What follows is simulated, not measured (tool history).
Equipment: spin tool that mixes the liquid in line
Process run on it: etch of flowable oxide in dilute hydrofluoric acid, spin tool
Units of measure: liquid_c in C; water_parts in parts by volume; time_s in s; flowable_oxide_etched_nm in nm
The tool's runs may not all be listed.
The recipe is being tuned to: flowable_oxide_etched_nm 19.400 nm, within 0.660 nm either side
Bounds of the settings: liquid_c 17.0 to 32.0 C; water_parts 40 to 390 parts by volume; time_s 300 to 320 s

run 1 day=0.000 | liquid_c=24.0 water_parts=215 time_s=300 | flowable_oxide_etched_nm=41.025
run 2 day=0.321 | liquid_c=24.0 water_parts=275 time_s=300 | flowable_oxide_etched_nm=30.197
run 3 day=0.654 | liquid_c=24.0 water_parts=275 time_s=320 | flowable_oxide_etched_nm=32.357
run 4 day=0.817 | liquid_c=27.0 water_parts=275 time_s=320 | flowable_oxide_etched_nm=35.448
run 5 day=1.092 | liquid_c=27.0 water_parts=240 time_s=320 | flowable_oxide_etched_nm=41.578
run 6 day=1.433 | liquid_c=25.5 water_parts=280 time_s=320 | flowable_oxide_etched_nm=32.731
run 7 day=1.525 | liquid_c=23.5 water_parts=305 time_s=320 | flowable_oxide_etched_nm=27.383
run 8 day=1.671 | liquid_c=22.0 water_parts=320 time_s=320 | flowable_oxide_etched_nm=24.163
run 9 day=1.696 | liquid_c=21.0 water_parts=325 time_s=320 | flowable_oxide_etched_nm=23.154
run 10 day=1.996 | liquid_c=20.0 water_parts=330 time_s=320 | flowable_oxide_etched_nm=22.105
run 11 day=2.058 | liquid_c=19.5 water_parts=335 time_s=320 | flowable_oxide_etched_nm=21.190
run 12 day=2.233 | liquid_c=19.0 water_parts=340 time_s=320 | flowable_oxide_etched_nm=20.381

Of the 5 settings listed for the next run, only one would bring every result within its allowed miss of target. Which one?
run A day=2.408 | liquid_c=20.5 water_parts=320 time_s=300 | flowable_oxide_etched_nm=?
run B day=2.408 | liquid_c=17.5 water_parts=320 time_s=320 | flowable_oxide_etched_nm=?
run C day=2.408 | liquid_c=19.0 water_parts=320 time_s=300 | flowable_oxide_etched_nm=?
run D day=2.408 | liquid_c=18.5 water_parts=335 time_s=305 | flowable_oxide_etched_nm=?
run E day=2.408 | liquid_c=22.0 water_parts=330 time_s=300 | flowable_oxide_etched_nm=?

move=A flowable_oxide_etched_nm=21.813
move=B flowable_oxide_etched_nm=20.818
move=C flowable_oxide_etched_nm=20.644
move=D flowable_oxide_etched_nm=19.445
move=E flowable_oxide_etched_nm=22.136
A: the biggest miss grows against the last run
B: the biggest miss grows against the last run
C: the biggest miss grows against the last run
D: all results land within tolerance of their targets
E: the biggest miss grows against the last run
D is the move that brings every result within its allowed miss.

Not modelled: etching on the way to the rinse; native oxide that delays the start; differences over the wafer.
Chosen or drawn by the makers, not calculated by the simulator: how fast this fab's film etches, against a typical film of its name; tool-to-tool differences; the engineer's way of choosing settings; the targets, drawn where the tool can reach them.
